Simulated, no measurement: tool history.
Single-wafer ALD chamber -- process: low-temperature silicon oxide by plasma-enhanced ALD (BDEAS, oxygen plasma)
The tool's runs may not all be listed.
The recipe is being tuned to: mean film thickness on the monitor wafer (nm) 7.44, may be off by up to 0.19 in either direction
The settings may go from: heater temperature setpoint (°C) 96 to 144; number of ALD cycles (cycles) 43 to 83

run	hour	heater temperature setpoint (°C)	number of ALD cycles (cycles)	mean film thickness on the monitor wafer (nm)
1	0	120	63	9.0197
2	6.4	120	66	9.4372
3	8.1	116	66	9.4937
4	12.1	106	66	9.6932
5	14.1	98	66	9.8016
6	14.7	99	62	9.2334
7	17	100	59	8.7536
8	25.1	101	57	8.3699
9	27.4	102	55	8.0895
10	31.3	102	54	7.9558
11	36.3	102	53	7.8678
12	39.9	102	52	7.6255

4 candidate next runs follow, results not yet known. Just one meets every target within its allowed miss. Identify it.
A	43.5	98	54	?
B	43.5	97	53	?
C	43.5	97	50	?
D	43.5	102	54	?

move	mean film thickness on the monitor wafer (nm)
A	8.0005
B	7.877
C	7.4311
D	7.9482
A: further off than the last run
B: further off than the last run
C: every result lands within tolerance
D: further off than the last run
Go with C: it meets all targets.
